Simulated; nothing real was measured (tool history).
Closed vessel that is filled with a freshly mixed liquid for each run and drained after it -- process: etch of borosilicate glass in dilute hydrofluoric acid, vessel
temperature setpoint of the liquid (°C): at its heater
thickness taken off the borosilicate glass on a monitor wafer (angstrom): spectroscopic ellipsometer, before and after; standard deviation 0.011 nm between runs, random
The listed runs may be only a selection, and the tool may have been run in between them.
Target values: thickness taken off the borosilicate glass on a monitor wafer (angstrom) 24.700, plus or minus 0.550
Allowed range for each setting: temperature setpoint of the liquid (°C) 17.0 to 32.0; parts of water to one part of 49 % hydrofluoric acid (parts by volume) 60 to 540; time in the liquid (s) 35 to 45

run    day  temperature setpoint of the liquid (°C)  parts of water to one part of 49 % hydrofluoric acid (parts by volume)  time in the liquid (s)  thickness taken off the borosilicate glass on a monitor wafer (angstrom)
  1  0.000                                     24.0                                                                     300                      45                                                                    36.890
  2  0.312                                     26.5                                                                     300                      45                                                                    40.257
  3  0.546                                     26.5                                                                     300                      35                                                                    31.239
  4  0.804                                     26.5                                                                     215                      35                                                                    48.150
  5  0.967                                     26.5                                                                     215                      35                                                                    47.535
  6  1.112                                     26.5                                                                     300                      35                                                                    31.318
  7  1.196                                     26.5                                                                     300                      35                                                                    31.338
  8  1.550                                     26.5                                                                     310                      35                                                                    30.195
  9  1.700                                     26.5                                                                     320                      35                                                                    28.770
 10  1.808                                     26.5                                                                     325                      35                                                                    28.150
 11  2.038                                     26.5                                                                     330                      35                                                                    27.497
 12  2.196                                     26.5                                                                     335                      35                                                                    27.015
 13  2.500                                     26.0                                                                     340                      35                                                                    26.134

Pick the move, out of 4, that brings all results within their allowed miss; only one does.
  A  2.804                                     26.5                                                                     355                      40                                                                         ?
  B  2.804                                     23.5                                                                     370                      40                                                                         ?
  C  2.804                                     28.0                                                                     395                      40                                                                         ?
  D  2.804                                     25.0                                                                     335                      35                                                                         ?

move  thickness taken off the borosilicate glass on a monitor wafer (angstrom)
   A                                                                    28.617
   B                                                                    24.514
   C                                                                    25.949
   D                                                                    25.744
A: misses by more than the last run did
B: hits every target within its allowed miss
C: closes in on the targets versus the last run, not all within tolerance yet
D: closes in on the targets versus the last run, not all within tolerance yet
Correct choice: B, which meets every target

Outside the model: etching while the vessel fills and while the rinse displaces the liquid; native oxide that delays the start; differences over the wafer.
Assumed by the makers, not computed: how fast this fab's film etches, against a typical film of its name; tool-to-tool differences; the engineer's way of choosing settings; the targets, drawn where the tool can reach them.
